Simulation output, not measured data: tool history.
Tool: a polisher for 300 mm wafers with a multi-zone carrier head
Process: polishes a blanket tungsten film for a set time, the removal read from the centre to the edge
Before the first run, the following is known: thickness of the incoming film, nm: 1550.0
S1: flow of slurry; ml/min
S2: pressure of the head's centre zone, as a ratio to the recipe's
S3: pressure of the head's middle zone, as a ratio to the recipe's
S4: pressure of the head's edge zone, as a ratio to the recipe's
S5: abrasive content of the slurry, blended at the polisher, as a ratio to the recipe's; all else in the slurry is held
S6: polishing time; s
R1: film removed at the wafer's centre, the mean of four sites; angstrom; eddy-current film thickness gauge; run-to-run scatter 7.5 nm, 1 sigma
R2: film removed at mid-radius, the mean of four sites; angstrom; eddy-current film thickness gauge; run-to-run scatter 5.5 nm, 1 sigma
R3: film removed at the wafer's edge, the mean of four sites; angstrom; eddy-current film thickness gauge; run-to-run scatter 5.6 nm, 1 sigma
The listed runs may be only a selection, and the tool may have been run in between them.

run	day	S1	S2	S3	S4	S5	S6	R1	R2	R3
1	0.000	225	1.00	1.00	1.00	1.00	53	4311.9	4251.3	4225.9
2	0.167	225	1.00	1.00	1.00	1.00	64	5235.2	5111.4	5167.7
3	0.508	225	1.00	1.00	1.06	1.00	64	4934.7	5154.2	5303.7
4	0.821	225	1.00	0.97	1.08	1.05	64	5099.4	5057.5	5384.1
5	1.000	225	1.00	0.97	1.12	1.05	64	5065.6	5016.8	5514.7
6	1.296	225	1.07	0.97	1.12	1.05	64	5378.2	5078.2	5642.3
7	1.575	220	1.05	0.97	1.14	1.05	64	5308.9	5069.9	5471.7

What does the tool deliver on the next run?
8	1.792	230	1.02	0.96	1.15	1.05	64	?	?	?

R1: 5315.4 angstrom
R2: 5150.5 angstrom
R3: 5568.4 angstrom
